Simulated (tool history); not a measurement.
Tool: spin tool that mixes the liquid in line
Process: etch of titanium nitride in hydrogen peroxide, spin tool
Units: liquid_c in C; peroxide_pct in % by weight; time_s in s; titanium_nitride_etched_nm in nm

run  hour  liquid_c  peroxide_pct  time_s  titanium_nitride_etched_nm
  1   0.0      49.0          18.5     205                      6.7737
  2   2.6      47.0          18.5     205                      5.8439
  3   3.7      47.0          21.5     205                      6.0710
  4   6.9      45.0          21.5     205                      5.1575
  5   8.8      45.0          21.5     220                      5.5722
  6  12.3      45.0          21.5     205                      5.1938
  7  18.8      43.5          21.5     205                      4.6836

Run 8 comes next. What will it give?
  8  27.7      42.0          21.5     205                           ?

{"run 8": {"titanium_nitride_etched_nm": 4.2142}}
